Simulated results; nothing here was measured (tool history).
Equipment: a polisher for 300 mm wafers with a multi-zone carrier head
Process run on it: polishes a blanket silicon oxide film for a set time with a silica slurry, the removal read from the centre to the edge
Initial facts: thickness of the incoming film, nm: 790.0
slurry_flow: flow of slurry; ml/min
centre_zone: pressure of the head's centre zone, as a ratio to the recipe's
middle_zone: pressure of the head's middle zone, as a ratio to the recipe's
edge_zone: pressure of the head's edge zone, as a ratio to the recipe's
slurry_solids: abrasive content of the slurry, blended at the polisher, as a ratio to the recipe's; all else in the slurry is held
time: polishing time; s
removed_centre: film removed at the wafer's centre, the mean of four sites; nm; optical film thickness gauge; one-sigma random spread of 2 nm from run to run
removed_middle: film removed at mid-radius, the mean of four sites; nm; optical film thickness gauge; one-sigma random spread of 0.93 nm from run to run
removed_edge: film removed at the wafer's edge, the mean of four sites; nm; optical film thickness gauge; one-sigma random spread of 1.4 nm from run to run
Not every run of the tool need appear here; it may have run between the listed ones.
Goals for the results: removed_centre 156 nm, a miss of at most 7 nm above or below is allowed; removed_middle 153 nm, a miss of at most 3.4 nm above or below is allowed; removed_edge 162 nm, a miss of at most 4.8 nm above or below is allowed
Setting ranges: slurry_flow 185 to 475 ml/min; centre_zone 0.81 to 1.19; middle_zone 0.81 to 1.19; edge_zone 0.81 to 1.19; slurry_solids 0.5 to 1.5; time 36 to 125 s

Run 1, hour 0: slurry_flow 305 ml/min, centre_zone 1, middle_zone 1, edge_zone 1, slurry_solids 1, time 80 s. Result: removed_centre 263.64 nm, removed_middle 242.58 nm, removed_edge 243.55 nm.
Run 2, hour 5.2: slurry_flow 300 ml/min, centre_zone 0.97, middle_zone 0.98, edge_zone 0.98, slurry_solids 0.9, time 79 s. Result: removed_centre 240.87 nm, removed_middle 226.12 nm, removed_edge 228.62 nm.
Run 3, hour 13.8: slurry_flow 240 ml/min, centre_zone 0.97, middle_zone 0.98, edge_zone 0.98, slurry_solids 0.9, time 79 s. Result: removed_centre 234.88 nm, removed_middle 224.04 nm, removed_edge 225.94 nm.
Run 4, hour 14.3: slurry_flow 240 ml/min, centre_zone 0.97, middle_zone 0.98, edge_zone 0.92, slurry_solids 0.9, time 79 s. Result: removed_centre 237.63 nm, removed_middle 220.9 nm, removed_edge 218.56 nm.
Run 5, hour 17.2: slurry_flow 240 ml/min, centre_zone 0.95, middle_zone 0.96, edge_zone 0.91, slurry_solids 0.85, time 78 s. Result: removed_centre 225.26 nm, removed_middle 209.38 nm, removed_edge 210.14 nm.
Run 6, hour 19: slurry_flow 235 ml/min, centre_zone 0.93, middle_zone 0.95, edge_zone 0.9, slurry_solids 0.8, time 77 s. Result: removed_centre 215.39 nm, removed_middle 202.73 nm, removed_edge 198.34 nm.
At hour 23.7: centre zone pressure recalibrated.
Run 7, hour 23.7: slurry_flow 230 ml/min, centre_zone 0.91, middle_zone 0.93, edge_zone 0.92, slurry_solids 0.75, time 76 s. Result: removed_centre 189.94 nm, removed_middle 190.35 nm, removed_edge 195.9 nm.
Run 8, hour 26.1: slurry_flow 230 ml/min, centre_zone 0.91, middle_zone 0.93, edge_zone 0.92, slurry_solids 0.75, time 76 s. Result: removed_centre 193.87 nm, removed_middle 189.82 nm, removed_edge 193.22 nm.
Run 9, hour 31.6: slurry_flow 230 ml/min, centre_zone 0.9, middle_zone 0.91, edge_zone 0.91, slurry_solids 0.7, time 76 s. Result: removed_centre 190.33 nm, removed_middle 180.75 nm, removed_edge 187.47 nm.
Run 10, hour 40.6: slurry_flow 210 ml/min, centre_zone 0.81, middle_zone 0.88, edge_zone 0.88, slurry_solids 0.5, time 73 s. Result: removed_centre 147.67 nm, removed_middle 149.31 nm, removed_edge 159.15 nm.

Which single option among these 5 for the next run brings every result within its allowed miss of target? Just one does.
Run A, hour 49.6: slurry_flow 195 ml/min, centre_zone 0.81, middle_zone 1, edge_zone 0.94, slurry_solids 0.6, time 64 s. Result: removed_centre ?, removed_middle ?, removed_edge ?.
Run B, hour 49.6: slurry_flow 350 ml/min, centre_zone 1, middle_zone 0.85, edge_zone 0.81, slurry_solids 0.75, time 62 s. Result: removed_centre ?, removed_middle ?, removed_edge ?.
Run C, hour 49.6: slurry_flow 220 ml/min, centre_zone 0.95, middle_zone 0.87, edge_zone 0.81, slurry_solids 0.5, time 76 s. Result: removed_centre ?, removed_middle ?, removed_edge ?.
Run D, hour 49.6: slurry_flow 190 ml/min, centre_zone 0.85, middle_zone 0.88, edge_zone 0.88, slurry_solids 0.75, time 66 s. Result: removed_centre ?, removed_middle ?, removed_edge ?.
Run E, hour 49.6: slurry_flow 190 ml/min, centre_zone 0.82, middle_zone 0.93, edge_zone 0.87, slurry_solids 0.5, time 71 s. Result: removed_centre ?, removed_middle ?, removed_edge ?.

move  removed_centre  removed_middle  removed_edge
   A          140.71          153.27        152.51
   B          178.97           149.8        157.43
   C          174.56          154.39        160.98
   D          160.59          153.25        165.03
   E          146.63          149.42        152.78
A: lands further from the targets than the last run did
B: moves the result that the last run missed by most past its target, out the other side
C: moves the result that the last run missed by most past its target, out the other side
D: all results land within tolerance of their targets
E: lands further from the targets than the last run did
The right move is D.
